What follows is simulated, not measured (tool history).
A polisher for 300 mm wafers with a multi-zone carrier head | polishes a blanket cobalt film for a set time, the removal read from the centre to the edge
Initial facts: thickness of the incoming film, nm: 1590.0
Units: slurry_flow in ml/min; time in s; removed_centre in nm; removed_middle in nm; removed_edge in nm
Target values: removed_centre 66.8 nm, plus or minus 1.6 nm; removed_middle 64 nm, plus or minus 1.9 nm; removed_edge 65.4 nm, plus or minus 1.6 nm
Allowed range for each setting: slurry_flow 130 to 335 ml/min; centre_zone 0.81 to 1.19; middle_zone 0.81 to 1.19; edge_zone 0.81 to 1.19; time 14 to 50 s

Run 1, hour 0: slurry_flow 215 ml/min, centre_zone 1, middle_zone 1, edge_zone 1, time 32 s. Result: removed_centre 112.46 nm, removed_middle 111.25 nm, removed_edge 115.92 nm.
Run 2, hour 3.5: slurry_flow 215 ml/min, centre_zone 1, middle_zone 1, edge_zone 1, time 36 s. Result: removed_centre 124.59 nm, removed_middle 125.74 nm, removed_edge 130.43 nm.
Run 3, hour 5.8: slurry_flow 215 ml/min, centre_zone 0.99, middle_zone 0.99, edge_zone 0.98, time 33 s. Result: removed_centre 112.66 nm, removed_middle 113.46 nm, removed_edge 117.28 nm.
Run 4, hour 13: slurry_flow 215 ml/min, centre_zone 0.99, middle_zone 1.07, edge_zone 0.98, time 33 s. Result: removed_centre 112.85 nm, removed_middle 122.83 nm, removed_edge 119.12 nm.
Run 5, hour 19.8: slurry_flow 175 ml/min, centre_zone 0.99, middle_zone 1.07, edge_zone 0.98, time 33 s. Result: removed_centre 109.5 nm, removed_middle 119.15 nm, removed_edge 115.86 nm.
Run 6, hour 21.3: slurry_flow 175 ml/min, centre_zone 0.99, middle_zone 1.07, edge_zone 0.89, time 33 s. Result: removed_centre 110.78 nm, removed_middle 119.36 nm, removed_edge 110.95 nm.
Run 7, hour 26: slurry_flow 185 ml/min, centre_zone 0.98, middle_zone 0.97, edge_zone 0.83, time 24 s. Result: removed_centre 80.049 nm, removed_middle 80.22 nm, removed_edge 77.903 nm.
Run 8, hour 27.9: slurry_flow 185 ml/min, centre_zone 0.98, middle_zone 0.97, edge_zone 0.83, time 24 s. Result: removed_centre 80.211 nm, removed_middle 79.767 nm, removed_edge 79.072 nm.
Run 9, hour 32.3: slurry_flow 185 ml/min, centre_zone 0.98, middle_zone 0.96, edge_zone 0.83, time 23 s. Result: removed_centre 76.306 nm, removed_middle 77.007 nm, removed_edge 75.254 nm.
Run 10, hour 38.9: slurry_flow 185 ml/min, centre_zone 0.98, middle_zone 0.95, edge_zone 0.83, time 23 s. Result: removed_centre 76.572 nm, removed_middle 75.71 nm, removed_edge 74.869 nm.
Run 11, hour 44: slurry_flow 180 ml/min, centre_zone 0.98, middle_zone 0.94, edge_zone 0.83, time 23 s. Result: removed_centre 75.877 nm, removed_middle 73.645 nm, removed_edge 75.262 nm.
Run 12, hour 52.9: slurry_flow 185 ml/min, centre_zone 0.98, middle_zone 0.94, edge_zone 0.83, time 22 s. Result: removed_centre 72.873 nm, removed_middle 71.555 nm, removed_edge 71.869 nm.
Run 13, hour 61.6: slurry_flow 185 ml/min, centre_zone 0.98, middle_zone 0.92, edge_zone 0.82, time 21 s. Result: removed_centre 69.814 nm, removed_middle 66.732 nm, removed_edge 67.691 nm.
Run 14, hour 68.1: slurry_flow 175 ml/min, centre_zone 0.97, middle_zone 0.92, edge_zone 0.81, time 21 s. Result: removed_centre 68.601 nm, removed_middle 67.316 nm, removed_edge 67.806 nm.
Run 15, hour 70.5: slurry_flow 170 ml/min, centre_zone 0.97, middle_zone 0.92, edge_zone 0.81, time 21 s. Result: removed_centre 68.361 nm, removed_middle 66.594 nm, removed_edge 67.333 nm.
Run 16, hour 79.2: slurry_flow 165 ml/min, centre_zone 0.97, middle_zone 0.92, edge_zone 0.81, time 21 s. Result: removed_centre 68.183 nm, removed_middle 65.339 nm, removed_edge 66.398 nm.

4 next moves are on the table. One of them brings every result within its allowed miss. Which?
Run A, hour 87.9: slurry_flow 195 ml/min, centre_zone 0.97, middle_zone 0.9, edge_zone 0.81, time 20 s. Result: removed_centre ?, removed_middle ?, removed_edge ?.
Run B, hour 87.9: slurry_flow 250 ml/min, centre_zone 0.99, middle_zone 0.99, edge_zone 0.85, time 20 s. Result: removed_centre ?, removed_middle ?, removed_edge ?.
Run C, hour 87.9: slurry_flow 170 ml/min, centre_zone 1.05, middle_zone 0.99, edge_zone 0.81, time 20 s. Result: removed_centre ?, removed_middle ?, removed_edge ?.
Run D, hour 87.9: slurry_flow 210 ml/min, centre_zone 1.03, middle_zone 0.9, edge_zone 0.81, time 20 s. Result: removed_centre ?, removed_middle ?, removed_edge ?.

move  removed_centre  removed_middle  removed_edge
   A            66.3          62.774        65.352
   B          70.069          70.093        68.223
   C           70.28          66.618        64.325
   D          71.209          63.375        65.831
A: every result within its allowed miss
B: further off than the last run
C: further off than the last run
D: further off than the last run
The right move is A.

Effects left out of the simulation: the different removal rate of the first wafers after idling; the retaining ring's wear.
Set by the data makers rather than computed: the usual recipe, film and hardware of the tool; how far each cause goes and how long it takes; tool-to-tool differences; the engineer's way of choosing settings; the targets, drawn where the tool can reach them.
